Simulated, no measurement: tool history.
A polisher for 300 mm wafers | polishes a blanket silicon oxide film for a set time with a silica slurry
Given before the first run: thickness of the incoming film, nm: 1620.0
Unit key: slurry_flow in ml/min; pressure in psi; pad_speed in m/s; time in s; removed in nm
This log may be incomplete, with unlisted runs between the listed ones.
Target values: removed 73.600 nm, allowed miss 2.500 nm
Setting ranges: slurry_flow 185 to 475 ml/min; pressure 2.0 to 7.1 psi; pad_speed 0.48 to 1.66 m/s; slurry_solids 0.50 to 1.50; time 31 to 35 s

run    day  slurry_flow  pressure  pad_speed  slurry_solids  time  removed
  1  0.000          305       4.5       1.06           1.00    35  139.400
  2  0.046          380       4.5       1.06           1.00    35  140.870
  3  0.204          380       4.5       1.16           1.00    35  148.960
  4  0.396          380       4.5       1.16           0.80    35  125.120
  5  0.462          380       4.5       0.94           0.80    35  112.200
  6  0.779          455       4.5       0.94           0.80    35  111.500
  7  0.971          455       4.1       0.94           0.80    35  101.900
  8  1.304          455       3.8       0.94           0.80    35   95.069
  9  1.454          455       3.6       0.94           0.80    35   90.296
 10  1.496          455       3.4       0.94           0.80    35   85.072
 11  1.567          455       3.3       0.94           0.80    35   82.908
 12  1.600          455       3.2       0.94           0.80    35   81.704
 13  1.775          455       2.6       0.94           0.80    35   65.672

5 candidate next runs follow, results not yet known. Just one meets every target within its allowed miss. Identify it.
  A  1.950          410       2.9       1.10           0.60    35        ?
  B  1.950          365       2.8       1.04           0.75    31        ?
  C  1.950          425       3.2       1.06           0.75    32        ?
  D  1.950          455       2.0       0.88           0.90    35        ?
  E  1.950          475       2.9       0.68           0.80    35        ?

move  removed
   A   58.917
   B   62.071
   C   74.265
   D   54.429
   E   61.118
A: its largest miss is bigger than the last run's
B: its largest miss is bigger than the last run's
C: every result lands within tolerance
D: its largest miss is bigger than the last run's
E: its largest miss is bigger than the last run's
Correct choice: C, which meets every target
